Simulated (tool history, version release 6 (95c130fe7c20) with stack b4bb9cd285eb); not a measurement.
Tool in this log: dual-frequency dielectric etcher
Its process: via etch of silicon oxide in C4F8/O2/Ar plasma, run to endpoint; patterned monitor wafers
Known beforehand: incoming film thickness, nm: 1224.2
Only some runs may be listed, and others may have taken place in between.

run 1 hour=0.0 | source_power_(W)=2390 bias_power_(W)=2217 | endpoint_time_(s)=218.04
run 2 hour=6.3 | source_power_(W)=2490 bias_power_(W)=2245 | endpoint_time_(s)=214.86
run 3 hour=8.9 | source_power_(W)=2230 bias_power_(W)=2245 | endpoint_time_(s)=228.77
run 4 hour=16.4 | source_power_(W)=2230 bias_power_(W)=1927 | endpoint_time_(s)=231.61
run 5 hour=18.4 | source_power_(W)=2390 bias_power_(W)=1964 | endpoint_time_(s)=227.23
run 6 hour=19.1 | source_power_(W)=2390 bias_power_(W)=1604 | endpoint_time_(s)=236.54
run 7 hour=25.8 | source_power_(W)=2580 bias_power_(W)=1671 | endpoint_time_(s)=223.18
run 8 hour=33.8 | source_power_(W)=2690 bias_power_(W)=1695 | endpoint_time_(s)=221.74
run 9 hour=38.1 | source_power_(W)=2820 bias_power_(W)=1732 | endpoint_time_(s)=213.19

Predict the results of run 10:
run 10 hour=45.2 | source_power_(W)=2890 bias_power_(W)=1749 | endpoint_time_(s)=?

For run 10 the tool returned endpoint time (s) 214.11.

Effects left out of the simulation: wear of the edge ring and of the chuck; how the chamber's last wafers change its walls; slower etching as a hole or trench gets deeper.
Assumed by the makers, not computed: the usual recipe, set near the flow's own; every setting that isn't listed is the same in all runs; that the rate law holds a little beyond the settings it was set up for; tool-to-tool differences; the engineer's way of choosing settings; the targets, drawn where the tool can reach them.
